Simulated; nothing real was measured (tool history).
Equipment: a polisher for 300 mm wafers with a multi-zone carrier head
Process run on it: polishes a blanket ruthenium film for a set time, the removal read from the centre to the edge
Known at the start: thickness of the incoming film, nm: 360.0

run,hour,flow of slurry (ml/min),pressure of the head's centre zone,pressure of the head's middle zone,pressure of the head's edge zone,polishing time (s),film removed at the wafer's centre (Å),film removed at mid-radius (Å),film removed at the wafer's edge (Å)
1,0.0,145,1.00,1.00,1.00,71,922.61,937.81,936.04
2,9.0,145,1.00,1.00,1.00,58,767.60,783.79,772.83
3,16.3,145,1.00,1.05,1.00,58,755.83,782.81,763.01
4,18.5,155,1.00,1.05,1.00,58,767.82,817.85,765.99
5,24.8,140,1.00,1.05,1.00,58,763.96,787.92,752.20
6,32.2,120,1.00,1.05,1.00,58,724.10,751.88,745.79

Run 7, settings as shown, results not yet in. Your forecast:
7,36.9,110,0.99,1.01,0.97,56,?,?,?

film removed at the wafer's centre (Å): 684.58
film removed at mid-radius (Å): 713.30
film removed at the wafer's edge (Å): 689.26
